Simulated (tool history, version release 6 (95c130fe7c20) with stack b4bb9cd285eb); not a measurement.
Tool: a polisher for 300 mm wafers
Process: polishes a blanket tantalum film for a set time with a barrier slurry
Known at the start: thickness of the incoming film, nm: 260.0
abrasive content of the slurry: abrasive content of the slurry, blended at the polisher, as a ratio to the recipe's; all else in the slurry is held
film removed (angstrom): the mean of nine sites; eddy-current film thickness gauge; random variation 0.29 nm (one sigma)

run,day,flow of slurry (ml/min),pressure of the wafer on the pad (psi),speed of the pad under the wafer (cm/s),abrasive content of the slurry,polishing time (s),film removed (angstrom)
1,0,145,2.2,78,1,19,258.43
2,0.042,120,2.2,78,1,19,246.8
3,0.408,90,2.2,78,1,19,231.79
4,0.588,105,2.3,78,1,19,251.03
5,0.912,130,2.3,78,1,19,262.27
6,1.05,130,2.3,78,1,19,262.43

Run 7 comes next. What will it give?
7,1.421,140,2.3,78,1,19,?

film removed (angstrom): 260.57

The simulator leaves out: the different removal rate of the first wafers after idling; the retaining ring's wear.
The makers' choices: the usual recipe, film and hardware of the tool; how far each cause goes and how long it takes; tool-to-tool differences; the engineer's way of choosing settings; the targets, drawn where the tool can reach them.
